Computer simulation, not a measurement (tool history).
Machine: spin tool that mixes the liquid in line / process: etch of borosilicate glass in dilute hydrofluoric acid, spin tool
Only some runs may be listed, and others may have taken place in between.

run	hour	temperature setpoint of the liquid (°C)	parts of water to one part of 49 % hydrofluoric acid (parts by volume)	time under the liquid (s)	thickness taken off the borosilicate glass on a monitor wafer (nm)
1	0.0	23.0	60	55	24.890
2	4.1	22.0	60	55	23.588
3	5.2	21.5	60	55	23.003
4	8.4	24.0	60	55	25.997
5	10.6	23.0	60	55	24.486
6	17.8	23.0	60	60	26.771
7	22.8	22.0	60	60	26.037
8	28.1	21.0	60	60	24.676
9	33.8	20.5	60	60	23.871
10	36.2	20.5	60	60	24.332
11	38.1	20.5	60	60	24.199

Run 12 has not been measured yet. What should we expect?
12	40.2	20.0	60	60	?

Run 12 produced thickness taken off the borosilicate glass on a monitor wafer (nm) 23.636.
